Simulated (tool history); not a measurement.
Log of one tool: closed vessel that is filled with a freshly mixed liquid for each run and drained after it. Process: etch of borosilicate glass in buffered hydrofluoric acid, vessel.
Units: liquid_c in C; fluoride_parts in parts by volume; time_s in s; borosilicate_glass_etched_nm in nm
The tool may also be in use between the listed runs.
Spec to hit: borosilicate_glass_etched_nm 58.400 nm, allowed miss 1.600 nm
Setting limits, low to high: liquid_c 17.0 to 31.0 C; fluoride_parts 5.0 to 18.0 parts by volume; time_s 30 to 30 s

| run | hour | liquid_c | fluoride_parts | time_s | borosilicate_glass_etched_nm |
|---|---|---|---|---|---|
| 1 | 0.0 | 23.0 | 11.0 | 30 | 28.790 |
| 2 | 6.8 | 25.0 | 10.0 | 30 | 35.717 |
| 3 | 8.3 | 26.5 | 9.5 | 30 | 39.678 |
| 4 | 13.3 | 27.5 | 9.0 | 30 | 43.970 |
| 5 | 22.6 | 27.5 | 9.0 | 30 | 43.578 |
| 6 | 27.9 | 27.5 | 9.0 | 30 | 44.124 |
| 7 | 32.8 | 28.5 | 8.5 | 30 | 49.124 |
| 8 | 35.8 | 29.0 | 8.5 | 30 | 50.021 |
| 9 | 39.5 | 29.5 | 8.5 | 30 | 51.856 |

Below are 5 possible settings for the next run. Only one of them brings all results inside the allowed miss of their targets. Which is it?
| A | 43.2 | 25.5 | 6.5 | 30 | ? |
| B | 43.2 | 26.5 | 7.0 | 30 | ? |
| C | 43.2 | 30.5 | 8.0 | 30 | ? |
| D | 43.2 | 29.0 | 8.5 | 30 | ? |
| E | 43.2 | 27.5 | 7.5 | 30 | ? |

| move | borosilicate_glass_etched_nm |
|---|---|
| A | 54.752 |
| B | 54.006 |
| C | 57.383 |
| D | 49.689 |
| E | 52.744 |
A: better than the last run, though not everything is in spec
B: better than the last run, though not everything is in spec
C: all results land within tolerance of their targets
D: misses by more than the last run did
E: better than the last run, though not everything is in spec
Correct choice: C, which meets every target
